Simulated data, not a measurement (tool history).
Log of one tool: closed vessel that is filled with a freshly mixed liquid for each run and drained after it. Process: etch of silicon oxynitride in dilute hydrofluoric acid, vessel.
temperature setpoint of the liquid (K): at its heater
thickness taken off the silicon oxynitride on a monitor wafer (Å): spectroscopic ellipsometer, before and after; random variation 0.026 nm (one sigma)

run  hour  temperature setpoint of the liquid (K)  parts of water to one part of 49 % hydrofluoric acid (parts by volume)  time in the liquid (s)  thickness taken off the silicon oxynitride on a monitor wafer (Å)
  1   0.0                                  299.15                                                                      55                     120                                                             95.717
  2   5.2                                  298.15                                                                      55                     120                                                             90.916
  3  14.1                                  298.15                                                                      55                     120                                                             90.642
  4  17.5                                  298.15                                                                      55                     120                                                             90.639
  5  22.3                                  299.65                                                                      55                     120                                                             97.517
  6  25.4                                  299.65                                                                      45                     120                                                            120.150
  7  28.7                                  296.65                                                                      50                     120                                                             93.324

Run 8 comes next. What will it give?
  8  35.1                                  296.65                                                                      50                     120                                                                  ?

{"run 8": {"thickness taken off the silicon oxynitride on a monitor wafer (Å)": 93.112}}
